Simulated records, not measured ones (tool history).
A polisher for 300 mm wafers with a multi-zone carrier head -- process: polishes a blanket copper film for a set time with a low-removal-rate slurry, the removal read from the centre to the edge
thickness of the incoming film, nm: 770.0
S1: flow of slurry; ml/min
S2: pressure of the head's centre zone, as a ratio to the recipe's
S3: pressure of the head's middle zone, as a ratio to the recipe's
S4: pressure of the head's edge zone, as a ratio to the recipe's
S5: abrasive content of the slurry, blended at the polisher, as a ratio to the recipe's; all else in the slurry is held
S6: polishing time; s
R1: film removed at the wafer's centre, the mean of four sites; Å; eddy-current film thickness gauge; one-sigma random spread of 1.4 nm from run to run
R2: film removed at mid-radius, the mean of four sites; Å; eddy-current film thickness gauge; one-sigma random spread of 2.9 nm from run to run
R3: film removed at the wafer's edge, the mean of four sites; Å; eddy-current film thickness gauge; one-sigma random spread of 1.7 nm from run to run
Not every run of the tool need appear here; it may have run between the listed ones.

run,hour,S1,S2,S3,S4,S5,S6,R1,R2,R3
1,0,170,1,1,1,1,68,2313.8,2239.4,2245.5
2,4.7,170,1.04,1,1,1,68,2327.1,2279.8,2262.2
3,9.6,170,1.04,1,1,1.2,68,2410.1,2329.5,2322
4,18.5,170,1.04,1,1,1.2,54,1907.3,1792.3,1840.8
5,25.8,170,1.04,1,1,1.2,44,1572.6,1470.8,1516.4
6,33.7,175,1.03,1.01,1.03,1.25,46,1630.7,1623.9,1627.1
7,37.9,215,1.01,0.91,1.13,1.5,55,2074.9,1873.4,2158.2

Run 8 is up next; what results do you expect?
# hour 41.1: slurry nozzle cleaned
8,41.1,215,1,0.93,1.14,1.5,55,?,?,?

{"run 8": {"R1": 2165, "R2": 1985.7, "R3": 2204.4}}

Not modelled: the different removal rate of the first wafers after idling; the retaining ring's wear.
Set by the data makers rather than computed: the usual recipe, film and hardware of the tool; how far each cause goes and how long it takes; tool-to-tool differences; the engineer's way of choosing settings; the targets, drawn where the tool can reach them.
